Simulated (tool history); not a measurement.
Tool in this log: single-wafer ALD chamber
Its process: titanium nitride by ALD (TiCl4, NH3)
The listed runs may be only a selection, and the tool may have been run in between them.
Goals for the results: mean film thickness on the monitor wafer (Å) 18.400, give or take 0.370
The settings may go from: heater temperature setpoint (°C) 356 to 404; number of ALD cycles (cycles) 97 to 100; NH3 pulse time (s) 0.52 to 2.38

run  hour  heater temperature setpoint (°C)  number of ALD cycles (cycles)  NH3 pulse time (s)  mean film thickness on the monitor wafer (Å)
  1   0.0                               380                             97                1.45                                        20.542
  2   1.6                               373                             97                1.19                                        19.951
  3   7.2                               365                             97                1.19                                        19.610
  4  12.0                               365                             97                1.44                                        20.152
  5  18.9                               365                            100                1.44                                        20.775
  6  24.6                               363                             99                1.19                                        20.037
  7  27.7                               361                             98                1.03                                        19.063
  8  28.2                               360                             98                0.99                                        18.928
  9  30.5                               359                             98                0.97                                        18.754
 10  34.1                               359                             98                0.96                                        18.801

4 next moves are on the table. One of them brings every result within its allowed miss. Which?
  A  37.7                               360                             98                1.03                                             ?
  B  37.7                               364                             99                0.79                                             ?
  C  37.7                               372                            100                0.76                                             ?
  D  37.7                               358                            100                0.96                                             ?

move  mean film thickness on the monitor wafer (Å)
   A                                        19.066
   B                                        18.418
   C                                        18.962
   D                                        19.069
A: lands further from the targets than the last run did
B: every result lands within tolerance
C: lands further from the targets than the last run did
D: lands further from the targets than the last run did
Correct choice: B, which meets every target
